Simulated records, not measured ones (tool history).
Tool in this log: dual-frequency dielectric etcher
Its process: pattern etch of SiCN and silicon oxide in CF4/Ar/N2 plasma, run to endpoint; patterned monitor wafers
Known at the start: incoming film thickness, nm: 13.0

{"run": 1, "hour": 0.0, "source power (W)": 370, "bias power (W)": 66, "Ar flow (sccm)": 106, "CF4 flow (sccm)": 50, "endpoint time (s)": 17.844}
{"run": 2, "hour": 6.6, "source power (W)": 370, "bias power (W)": 57, "Ar flow (sccm)": 106, "CF4 flow (sccm)": 50, "endpoint time (s)": 18.947}
{"run": 3, "hour": 8.9, "source power (W)": 370, "bias power (W)": 57, "Ar flow (sccm)": 106, "CF4 flow (sccm)": 43, "endpoint time (s)": 19.846}
{"run": 4, "hour": 17.8, "source power (W)": 340, "bias power (W)": 57, "Ar flow (sccm)": 106, "CF4 flow (sccm)": 43, "endpoint time (s)": 21.636}
{"run": 5, "hour": 24.7, "source power (W)": 320, "bias power (W)": 54, "Ar flow (sccm)": 107, "CF4 flow (sccm)": 43, "endpoint time (s)": 23.77}
{"run": 6, "hour": 32.2, "source power (W)": 300, "bias power (W)": 53, "Ar flow (sccm)": 107, "CF4 flow (sccm)": 43, "endpoint time (s)": 25.823}

Expected results for the next run?
{"run": 7, "hour": 35.0, "source power (W)": 230, "bias power (W)": 52, "Ar flow (sccm)": 107, "CF4 flow (sccm)": 43, "endpoint time (s)": "?"}

Run 7 yielded endpoint time (s) 36.688.
